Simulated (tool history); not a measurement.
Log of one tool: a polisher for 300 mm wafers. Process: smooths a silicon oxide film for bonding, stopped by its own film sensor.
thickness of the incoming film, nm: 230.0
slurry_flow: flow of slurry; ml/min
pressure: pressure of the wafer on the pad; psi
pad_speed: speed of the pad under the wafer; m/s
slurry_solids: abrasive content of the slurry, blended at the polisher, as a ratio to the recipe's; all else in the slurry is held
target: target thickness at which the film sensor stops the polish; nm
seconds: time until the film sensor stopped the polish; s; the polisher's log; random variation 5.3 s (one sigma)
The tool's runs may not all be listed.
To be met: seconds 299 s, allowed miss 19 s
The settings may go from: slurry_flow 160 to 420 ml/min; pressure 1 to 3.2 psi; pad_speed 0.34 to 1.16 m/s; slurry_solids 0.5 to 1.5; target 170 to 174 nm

{"run": 1, "hour": 0.0, "slurry_flow": 270, "pressure": 2.1, "pad_speed": 0.74, "slurry_solids": 1, "target": 174, "seconds": 107.8}
{"run": 2, "hour": 4.5, "slurry_flow": 320, "pressure": 2.1, "pad_speed": 0.74, "slurry_solids": 1, "target": 174, "seconds": 109.66}
{"run": 3, "hour": 7.9, "slurry_flow": 320, "pressure": 2.1, "pad_speed": 0.66, "slurry_solids": 1, "target": 174, "seconds": 114.03}
{"run": 4, "hour": 13.3, "slurry_flow": 320, "pressure": 2.1, "pad_speed": 0.78, "slurry_solids": 1, "target": 174, "seconds": 102.4}
{"run": 5, "hour": 21.9, "slurry_flow": 320, "pressure": 1.6, "pad_speed": 0.78, "slurry_solids": 1, "target": 174, "seconds": 127.21}
{"run": 6, "hour": 30.8, "slurry_flow": 320, "pressure": 1.5, "pad_speed": 0.7, "slurry_solids": 0.95, "target": 173, "seconds": 151.91}
{"run": 7, "hour": 35.9, "slurry_flow": 320, "pressure": 1.4, "pad_speed": 0.64, "slurry_solids": 0.9, "target": 172, "seconds": 190.93}
{"run": 8, "hour": 42.7, "slurry_flow": 320, "pressure": 1, "pad_speed": 0.46, "slurry_solids": 0.85, "target": 172, "seconds": 324.75}
{"run": 9, "hour": 46.1, "slurry_flow": 320, "pressure": 1, "pad_speed": 0.46, "slurry_solids": 0.85, "target": 172, "seconds": 328.72}

4 next moves are on the table. One of them brings every result within its allowed miss. Which?
{"run": "A", "hour": 49.5, "slurry_flow": 295, "pressure": 1.1, "pad_speed": 0.46, "slurry_solids": 1.05, "target": 174, "seconds": "?"}
{"run": "B", "hour": 49.5, "slurry_flow": 375, "pressure": 1.2, "pad_speed": 0.46, "slurry_solids": 1.05, "target": 173, "seconds": "?"}
{"run": "C", "hour": 49.5, "slurry_flow": 280, "pressure": 1.2, "pad_speed": 0.54, "slurry_solids": 0.8, "target": 174, "seconds": "?"}
{"run": "D", "hour": 49.5, "slurry_flow": 320, "pressure": 1, "pad_speed": 0.5, "slurry_solids": 0.85, "target": 173, "seconds": "?"}

move=A seconds=261.03
move=B seconds=243.84
move=C seconds=253.79
move=D seconds=298.48
A: takes the result that was furthest off past its target
B: takes the result that was furthest off past its target
C: takes the result that was furthest off past its target
D: meets every target
The right move is D.
